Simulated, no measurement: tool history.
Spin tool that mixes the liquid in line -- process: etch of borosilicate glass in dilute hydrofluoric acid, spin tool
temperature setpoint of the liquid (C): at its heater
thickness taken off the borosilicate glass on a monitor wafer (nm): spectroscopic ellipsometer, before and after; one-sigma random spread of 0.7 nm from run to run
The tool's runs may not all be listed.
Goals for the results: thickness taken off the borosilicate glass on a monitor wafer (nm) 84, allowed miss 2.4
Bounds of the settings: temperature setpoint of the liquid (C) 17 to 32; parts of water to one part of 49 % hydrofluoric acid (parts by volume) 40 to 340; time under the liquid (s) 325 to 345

run	day	temperature setpoint of the liquid (C)	parts of water to one part of 49 % hydrofluoric acid (parts by volume)	time under the liquid (s)	thickness taken off the borosilicate glass on a monitor wafer (nm)
1	0	24	190	325	46.534
2	0.129	25	185	325	50.539
3	0.488	26	180	325	53.093
4	0.704	26	250	325	35.328
5	0.933	23	250	325	32.565
6	1.3	24	230	325	37.012
7	1.579	28	155	325	69.193
8	1.875	28	155	325	68.692
9	2.083	28.5	155	325	70.619
10	2.188	29	155	325	71.243
11	2.438	29.5	155	325	73.093
12	2.592	32	145	325	85.248

4 next moves are on the table. One of them brings every result within its allowed miss. Which?
A	2.746	32	140	325	?
B	2.746	31.5	140	325	?
C	2.746	30.5	150	345	?
D	2.746	32	150	345	?

move	thickness taken off the borosilicate glass on a monitor wafer (nm)
A	90.163
B	88.573
C	83.54
D	88.107
A: misses by more than the last run did
B: misses by more than the last run did
C: every result within its allowed miss
D: misses by more than the last run did
The move that meets every target is C.
